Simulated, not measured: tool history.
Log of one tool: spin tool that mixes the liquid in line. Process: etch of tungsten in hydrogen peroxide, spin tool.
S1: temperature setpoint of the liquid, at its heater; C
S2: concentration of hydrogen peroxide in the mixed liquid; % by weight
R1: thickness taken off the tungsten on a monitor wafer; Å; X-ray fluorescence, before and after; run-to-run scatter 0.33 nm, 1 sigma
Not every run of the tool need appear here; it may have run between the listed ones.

run 1 hour=0 | S1=53 S2=21.5 time_under_the_liquid_(s)=45 | R1=674.03
run 2 hour=8.7 | S1=53.5 S2=21.5 time_under_the_liquid_(s)=45 | R1=698.29
run 3 hour=13.1 | S1=53.5 S2=21.5 time_under_the_liquid_(s)=50 | R1=776.77
run 4 hour=14.2 | S1=47.5 S2=21.5 time_under_the_liquid_(s)=50 | R1=540.91
run 5 hour=14.8 | S1=48.5 S2=21.5 time_under_the_liquid_(s)=50 | R1=570.92
run 6 hour=23.2 | S1=43 S2=21.5 time_under_the_liquid_(s)=50 | R1=403.33
run 7 hour=30.7 | S1=45 S2=21.5 time_under_the_liquid_(s)=50 | R1=459.79

Run 8 is up next; what results do you expect?
run 8 hour=31.7 | S1=46.5 S2=21.5 time_under_the_liquid_(s)=50 | R1=?

{"run 8": {"R1": 504.93}}
